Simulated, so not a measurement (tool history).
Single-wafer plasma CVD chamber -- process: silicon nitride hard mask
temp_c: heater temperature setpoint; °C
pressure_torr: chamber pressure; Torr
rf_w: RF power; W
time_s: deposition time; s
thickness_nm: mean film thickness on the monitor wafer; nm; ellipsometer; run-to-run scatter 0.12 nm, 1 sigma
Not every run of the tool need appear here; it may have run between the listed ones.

run    day  temp_c  pressure_torr  rf_w  time_s  thickness_nm
  1  0.000     415           1.25   310    36.2        36.685
  2  0.054     415           1.25   310    37.3        37.959
  3  0.271     425           1.25   310    37.3        37.619
  4  0.529     425           1.25   310    36.2        36.177
  5  0.758     430           1.08   275    36.2        30.988
  6  1.083     430           1.08   275    36.2        31.252
  7  1.192     433           0.97   255    36.2        27.831
  8  1.358     433           0.90   245    36.2        26.146

Predict the results of run 9:
  9  1.400     433           0.85   240    36.2             ?

Run 9 came out at thickness_nm 24.785 nm.

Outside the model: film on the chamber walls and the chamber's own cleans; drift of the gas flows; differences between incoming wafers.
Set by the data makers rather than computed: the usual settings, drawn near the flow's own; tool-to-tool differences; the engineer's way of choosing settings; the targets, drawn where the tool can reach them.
